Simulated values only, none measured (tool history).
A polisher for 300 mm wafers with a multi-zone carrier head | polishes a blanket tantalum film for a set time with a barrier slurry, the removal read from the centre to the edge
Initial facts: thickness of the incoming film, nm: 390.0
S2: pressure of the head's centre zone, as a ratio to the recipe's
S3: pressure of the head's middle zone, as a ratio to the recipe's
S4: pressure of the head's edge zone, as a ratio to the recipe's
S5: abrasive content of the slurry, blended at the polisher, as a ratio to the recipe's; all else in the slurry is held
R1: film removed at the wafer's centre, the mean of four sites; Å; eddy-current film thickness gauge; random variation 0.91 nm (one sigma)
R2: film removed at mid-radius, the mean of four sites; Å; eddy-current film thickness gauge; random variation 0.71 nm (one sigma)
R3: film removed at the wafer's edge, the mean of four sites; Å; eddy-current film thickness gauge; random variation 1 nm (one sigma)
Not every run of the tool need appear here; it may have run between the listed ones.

Run 1, hour 0: flow of slurry (ml/min) 260, S2 1, S3 1, S4 1, S5 1, polishing time (s) 43. Result: R1 1085 Å, R2 1103.1 Å, R3 1155.8 Å.
Run 2, hour 8.4: flow of slurry (ml/min) 260, S2 1, S3 1.03, S4 1, S5 1, polishing time (s) 43. Result: R1 1062 Å, R2 1132.8 Å, R3 1150 Å.
Run 3, hour 13: flow of slurry (ml/min) 255, S2 0.97, S3 1.02, S4 0.98, S5 0.9, polishing time (s) 43. Result: R1 1026.4 Å, R2 1094.3 Å, R3 1108.5 Å.
Run 4, hour 15.1: flow of slurry (ml/min) 255, S2 0.97, S3 1.02, S4 0.95, S5 0.9, polishing time (s) 43. Result: R1 1028.2 Å, R2 1109.2 Å, R3 1085.6 Å.
Run 5, hour 18.5: flow of slurry (ml/min) 255, S2 0.97, S3 1.02, S4 0.95, S5 0.9, polishing time (s) 53. Result: R1 1264.7 Å, R2 1353.9 Å, R3 1373.5 Å.
Run 6, hour 24.1: flow of slurry (ml/min) 250, S2 0.94, S3 1.01, S4 0.95, S5 0.85, polishing time (s) 51. Result: R1 1166.3 Å, R2 1275.1 Å, R3 1291.2 Å.

Expected results for the next run?
Run 7, hour 25.6: flow of slurry (ml/min) 215, S2 0.84, S3 0.91, S4 0.93, S5 0.6, polishing time (s) 39. Result: R1 ?, R2 ?, R3 ?.

{"run 7": {"R1": 729.38, "R2": 826, "R3": 903.26}}
